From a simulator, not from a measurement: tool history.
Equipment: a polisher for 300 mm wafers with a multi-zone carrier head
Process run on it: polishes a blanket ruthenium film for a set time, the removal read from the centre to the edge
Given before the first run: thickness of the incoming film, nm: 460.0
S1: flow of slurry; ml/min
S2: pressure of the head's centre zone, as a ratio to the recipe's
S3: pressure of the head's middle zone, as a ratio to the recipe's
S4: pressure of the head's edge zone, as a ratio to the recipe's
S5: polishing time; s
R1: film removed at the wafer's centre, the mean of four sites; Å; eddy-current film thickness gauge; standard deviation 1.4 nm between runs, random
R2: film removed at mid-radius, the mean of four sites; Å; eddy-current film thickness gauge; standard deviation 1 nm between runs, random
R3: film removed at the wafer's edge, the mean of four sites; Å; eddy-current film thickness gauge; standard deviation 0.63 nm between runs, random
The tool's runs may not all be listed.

| run | hour | S1 | S2 | S3 | S4 | S5 | R1 | R2 | R3 |
|---|---|---|---|---|---|---|---|---|---|
| 1 | 0.0 | 260 | 1.00 | 1.00 | 1.00 | 80 | 809.13 | 806.68 | 794.22 |
| 2 | 7.5 | 265 | 1.01 | 0.99 | 1.04 | 82 | 860.34 | 810.61 | 833.57 |
| 3 | 16.3 | 265 | 1.01 | 0.99 | 0.98 | 82 | 845.71 | 803.38 | 800.00 |
| 4 | 21.0 | 270 | 1.01 | 0.99 | 1.02 | 83 | 831.83 | 838.82 | 830.17 |
| 5 | 28.3 | 270 | 1.01 | 0.90 | 1.02 | 83 | 830.75 | 795.46 | 833.92 |
| 6 | 35.9 | 275 | 1.02 | 0.91 | 1.05 | 84 | 868.99 | 811.27 | 857.56 |

Estimate the outcome of run 7 from the log above:
| 7 | 38.9 | 280 | 1.02 | 0.91 | 1.08 | 85 | ? | ? | ? |

R1: 857.75 Å
R2: 814.13 Å
R3: 884.93 Å

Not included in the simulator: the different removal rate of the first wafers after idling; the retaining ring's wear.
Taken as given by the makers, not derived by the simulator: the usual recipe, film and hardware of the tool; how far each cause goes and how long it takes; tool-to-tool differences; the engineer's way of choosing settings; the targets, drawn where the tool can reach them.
